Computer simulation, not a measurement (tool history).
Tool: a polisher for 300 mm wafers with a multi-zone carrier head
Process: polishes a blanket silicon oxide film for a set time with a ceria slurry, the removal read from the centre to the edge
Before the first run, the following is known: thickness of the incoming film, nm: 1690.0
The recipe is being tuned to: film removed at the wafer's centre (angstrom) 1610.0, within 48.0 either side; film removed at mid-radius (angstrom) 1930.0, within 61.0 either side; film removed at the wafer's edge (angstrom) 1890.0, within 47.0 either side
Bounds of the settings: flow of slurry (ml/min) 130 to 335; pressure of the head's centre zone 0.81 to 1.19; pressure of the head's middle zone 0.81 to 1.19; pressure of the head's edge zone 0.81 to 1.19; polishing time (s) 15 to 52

| run | hour | flow of slurry (ml/min) | pressure of the head's centre zone | pressure of the head's middle zone | pressure of the head's edge zone | polishing time (s) | film removed at the wafer's centre (angstrom) | film removed at mid-radius (angstrom) | film removed at the wafer's edge (angstrom) |
|---|---|---|---|---|---|---|---|---|---|
| 1 | 0.0 | 215 | 1.00 | 1.00 | 1.00 | 33 | 1438.8 | 1419.1 | 1427.3 |
| 2 | 8.6 | 225 | 0.98 | 1.02 | 1.04 | 34 | 1486.2 | 1506.2 | 1512.0 |
| 3 | 11.6 | 250 | 0.98 | 1.02 | 1.04 | 34 | 1474.4 | 1506.9 | 1515.9 |
| 4 | 16.5 | 250 | 0.94 | 1.02 | 1.04 | 34 | 1424.4 | 1509.9 | 1527.1 |
| 5 | 23.0 | 250 | 0.94 | 1.02 | 1.09 | 34 | 1419.9 | 1504.5 | 1554.7 |
| 6 | 24.5 | 200 | 0.94 | 1.02 | 1.09 | 34 | 1379.2 | 1463.1 | 1534.7 |
| 7 | 25.5 | 220 | 0.92 | 1.12 | 1.18 | 40 | 1616.3 | 1862.4 | 1897.7 |
| 8 | 27.8 | 220 | 0.92 | 1.13 | 1.18 | 40 | 1597.7 | 1855.6 | 1888.0 |

Consider the 5 candidate settings below. Which is the only one whose results all fall within their allowed miss of target?
| A | 30.1 | 205 | 0.92 | 1.05 | 1.19 | 40 | ? | ? | ? |
| B | 30.1 | 200 | 0.92 | 1.17 | 1.15 | 39 | ? | ? | ? |
| C | 30.1 | 220 | 0.94 | 1.18 | 1.19 | 43 | ? | ? | ? |
| D | 30.1 | 215 | 0.89 | 1.19 | 1.09 | 42 | ? | ? | ? |
| E | 30.1 | 175 | 0.92 | 1.17 | 1.16 | 41 | ? | ? | ? |

| move | film removed at the wafer's centre (angstrom) | film removed at mid-radius (angstrom) | film removed at the wafer's edge (angstrom) |
|---|---|---|---|
| A | 1586.5 | 1777.8 | 1866.9 |
| B | 1542.4 | 1863.3 | 1781.6 |
| C | 1761.2 | 2091.2 | 2017.3 |
| D | 1623.0 | 2050.0 | 1879.3 |
| E | 1588.6 | 1923.4 | 1856.2 |
A: misses by more than the last run did
B: misses by more than the last run did
C: the result that was furthest off in the last run now lies on the other side of its target
D: the result that was furthest off in the last run now lies on the other side of its target
E: in spec on every target
Go with E: it meets all targets.
